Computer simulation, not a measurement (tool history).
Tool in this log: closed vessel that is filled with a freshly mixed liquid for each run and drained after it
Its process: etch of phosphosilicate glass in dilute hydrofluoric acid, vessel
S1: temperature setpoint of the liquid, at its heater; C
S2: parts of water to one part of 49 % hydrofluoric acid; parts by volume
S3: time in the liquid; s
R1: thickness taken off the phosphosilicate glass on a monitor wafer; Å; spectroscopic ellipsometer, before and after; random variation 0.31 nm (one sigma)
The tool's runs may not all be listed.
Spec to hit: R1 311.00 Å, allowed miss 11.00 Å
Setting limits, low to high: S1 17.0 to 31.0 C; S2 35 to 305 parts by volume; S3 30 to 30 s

run,hour,S1,S2,S3,R1
1,0.0,23.0,170,30,235.12
2,7.0,23.0,215,30,178.15
3,9.5,23.0,215,30,178.68
4,13.9,23.0,260,30,138.05
5,22.8,23.0,305,30,113.99
6,25.3,25.0,265,30,149.75
7,28.6,26.5,240,30,172.60
8,35.0,27.5,215,30,205.53
9,42.3,28.5,200,30,236.43
10,44.1,29.0,190,30,256.35
11,46.9,29.5,185,30,267.09

Consider the 5 candidate settings below. Which is the only one whose results all fall within their allowed miss of target?
A,49.7,30.5,155,30,?
B,49.7,29.0,155,30,?
C,49.7,31.0,170,30,?
D,49.7,31.0,160,30,?
E,49.7,28.5,150,30,?

move,R1
A,348.19
B,329.94
C,316.83
D,341.08
E,336.93
A: takes the biggest miss from the last run beyond its target
B: takes the biggest miss from the last run beyond its target
C: all results in spec
D: takes the biggest miss from the last run beyond its target
E: takes the biggest miss from the last run beyond its target
Answer: C
